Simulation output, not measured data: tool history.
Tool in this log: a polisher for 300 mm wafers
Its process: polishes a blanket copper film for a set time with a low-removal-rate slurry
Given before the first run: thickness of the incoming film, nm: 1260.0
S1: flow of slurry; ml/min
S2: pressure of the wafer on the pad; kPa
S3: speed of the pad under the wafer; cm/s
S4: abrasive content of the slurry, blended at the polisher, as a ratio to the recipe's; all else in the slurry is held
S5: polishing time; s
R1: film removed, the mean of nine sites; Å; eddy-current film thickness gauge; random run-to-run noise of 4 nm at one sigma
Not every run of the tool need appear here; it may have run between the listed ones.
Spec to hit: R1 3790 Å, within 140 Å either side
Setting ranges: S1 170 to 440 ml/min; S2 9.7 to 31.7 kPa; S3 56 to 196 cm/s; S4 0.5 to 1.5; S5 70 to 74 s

run  hour   S1    S2   S3    S4  S5      R1
  1     0  280  20.7  126     1  70  2456.2
  2   1.7  280  16.5  126     1  70    2042
  3   6.9  280  12.4  126     1  70    1658
  4  14.9  280  16.5  128     1  70  2117.5
  5  22.8  280  16.5  128  1.15  70  2159.9
  6  24.6  280  16.5  100  1.15  70  1730.2
  7  30.4  280  20.7  102  1.15  70    2046
  8  38.8  280  23.4  108  1.15  70  2376.2
  9    41  280    29  128  1.15  70  3418.9
 10  49.3  280  29.6  128  1.15  70  3470.1
 11  54.2  280  29.6  128  1.15  70  3441.6
 12  62.7  280  30.3  128  1.15  70  3562.6
 13  71.5  280    31  128  1.15  70  3581.3

Which single option among these 4 for the next run brings every result within its allowed miss of target? Just one does.
  A  80.3  285  30.3  140   1.2  73   ?
  B  80.3  305    29  146   1.1  74   ?
  C  80.3  245  31.7  118  1.15  73   ?
  D  80.3  230    29  144  1.25  70   ?

move      R1
   A    4010
   B  3997.4
   C  3440.6
   D  3762.1
A: takes the result that was furthest off past its target
B: takes the result that was furthest off past its target
C: further off than the last run
D: every result lands within tolerance
So the answer is move D, the one that meets all the targets.
